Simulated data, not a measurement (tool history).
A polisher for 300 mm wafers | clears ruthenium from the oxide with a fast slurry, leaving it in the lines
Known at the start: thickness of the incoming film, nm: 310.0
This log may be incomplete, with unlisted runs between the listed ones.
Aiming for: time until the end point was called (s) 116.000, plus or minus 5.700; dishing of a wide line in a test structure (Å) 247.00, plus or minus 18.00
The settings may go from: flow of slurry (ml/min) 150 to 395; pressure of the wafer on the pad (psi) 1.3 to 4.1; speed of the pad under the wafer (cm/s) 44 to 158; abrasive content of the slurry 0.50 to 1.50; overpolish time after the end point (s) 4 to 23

run	hour	flow of slurry (ml/min)	pressure of the wafer on the pad (psi)	speed of the pad under the wafer (cm/s)	abrasive content of the slurry	overpolish time after the end point (s)	time until the end point was called (s)	dishing of a wide line in a test structure (Å)
1	0.0	250	2.7	100	1.00	12	70.195	325.26
2	1.1	250	2.5	100	1.00	12	75.461	300.89
3	8.7	250	2.5	118	1.00	12	63.432	345.42
4	9.4	250	3.1	118	1.00	12	51.337	377.71
5	16.0	250	3.1	118	0.90	12	54.867	352.15
6	22.6	250	3.1	118	0.90	15	56.314	417.79
7	24.3	250	2.9	116	0.90	15	58.925	404.01
8	28.6	250	2.7	114	0.90	15	64.012	384.16
9	34.9	250	2.5	112	0.90	15	69.928	345.65
10	38.9	250	2.3	110	0.90	15	77.528	350.50
11	40.2	250	2.2	108	0.90	15	82.574	337.50
12	44.3	250	2.1	108	0.90	15	86.510	324.62
13	49.8	250	2.0	108	0.90	15	93.838	305.42
14	51.5	250	1.9	108	0.90	15	97.517	290.30
15	56.2	250	1.7	108	0.90	15	107.000	286.25

Of the 4 settings listed for the next run, only one would bring every result within its allowed miss of target. Which one?
A	60.9	295	1.7	106	0.85	18	?	?
B	60.9	275	1.6	126	0.65	14	?	?
C	60.9	165	2.1	110	0.75	13	?	?
D	60.9	215	1.9	116	0.70	19	?	?

move	time until the end point was called (s)	dishing of a wide line in a test structure (Å)
A	109.320	313.54
B	117.940	247.94
C	101.020	263.36
D	105.980	331.72
A: moves away from the targets compared with the last run
B: all results land within tolerance of their targets
C: gets the furthest-off result to its target, but another result is out of tolerance
D: moves away from the targets compared with the last run
Answer: B
